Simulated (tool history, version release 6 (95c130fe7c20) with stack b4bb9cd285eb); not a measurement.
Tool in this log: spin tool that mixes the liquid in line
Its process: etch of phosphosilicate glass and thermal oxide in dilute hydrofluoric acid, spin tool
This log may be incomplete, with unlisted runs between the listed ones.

run	hour	temperature setpoint of the liquid (C)	parts of water to one part of 49 % hydrofluoric acid (parts by volume)	time under the liquid (s)	thickness taken off the phosphosilicate glass on a monitor wafer (Å)	thickness taken off the thermal oxide on a monitor wafer (Å)
1	0.0	25.0	240	90	418.49	14.4260
2	1.2	25.0	240	110	518.01	17.8850
3	5.1	25.0	270	110	444.11	14.8830
4	7.2	23.0	290	110	376.19	12.9200
5	15.5	21.5	310	110	331.39	11.0100
6	21.2	20.5	325	110	298.77	9.7834

Run 7 comes next. What will it give?
7	28.3	20.0	340	110	?	?

thickness taken off the phosphosilicate glass on a monitor wafer (Å): 279.78
thickness taken off the thermal oxide on a monitor wafer (Å): 9.5651
